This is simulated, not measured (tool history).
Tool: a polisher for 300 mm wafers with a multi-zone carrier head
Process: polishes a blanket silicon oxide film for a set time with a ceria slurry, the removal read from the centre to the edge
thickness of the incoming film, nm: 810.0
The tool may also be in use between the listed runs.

run  hour  flow of slurry (ml/min)  pressure of the head's centre zone  pressure of the head's middle zone  pressure of the head's edge zone  polishing time (s)  film removed at the wafer's centre (Å)  film removed at mid-radius (Å)  film removed at the wafer's edge (Å)
  1   0.0                      275                                1.00                                1.00                              1.00                  66                                  2336.9                          2522.3                                2555.3
  2   3.9                      275                                1.00                                1.00                              1.00                  80                                  2836.4                          3047.1                                3050.4
  3   4.7                      275                                1.08                                1.00                              1.00                  80                                  3091.6                          3011.7                                3074.8
  4   8.3                      265                                1.08                                0.96                              0.98                  73                                  2791.0                          2661.1                                2763.2
  5  14.5                      305                                1.08                                0.96                              0.98                  73                                  2820.5                          2721.5                                2793.3
     22.5  -- centre zone pressure recalibrated
  6  22.5                      280                                1.09                                0.92                              0.98                  67                                  2793.0                          2417.7                                2552.0

Forecast run 7:
  7  31.2                      280                                1.09                                0.92                              0.98                  67                                       ?                               ?                                     ?

{"run 7": {"film removed at the wafer's centre (Å)": 2801.9, "film removed at mid-radius (Å)": 2393.0, "film removed at the wafer's edge (Å)": 2567.3}}

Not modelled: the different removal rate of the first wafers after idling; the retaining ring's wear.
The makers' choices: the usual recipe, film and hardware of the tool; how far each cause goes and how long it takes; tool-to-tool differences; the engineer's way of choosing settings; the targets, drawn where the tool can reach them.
